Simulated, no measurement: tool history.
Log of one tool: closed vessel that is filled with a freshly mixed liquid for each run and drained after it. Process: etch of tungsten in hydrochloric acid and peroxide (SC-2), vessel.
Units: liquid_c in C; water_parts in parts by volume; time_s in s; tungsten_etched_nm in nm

run,hour,liquid_c,water_parts,time_s,tungsten_etched_nm
1,0.0,58.0,10.0,105,44.318
2,3.7,58.0,8.5,105,50.707
3,8.7,58.0,8.5,110,53.676
4,9.4,58.0,8.5,105,51.239
5,10.2,59.0,8.5,105,54.447
6,11.2,60.0,8.5,105,58.370
7,14.5,60.5,8.5,105,59.373
# hour 19.3: chemicals flow meter replaced
8,19.3,61.5,8.5,105,68.353
9,26.9,62.0,8.5,105,70.411
10,32.9,62.5,8.5,105,73.478
11,38.7,63.0,8.5,105,75.824
12,45.5,63.5,8.5,105,77.448
13,54.0,64.5,8.5,105,83.477

Forecast run 14:
14,62.2,65.0,8.5,105,?

{"run 14": {"tungsten_etched_nm": 84.579}}
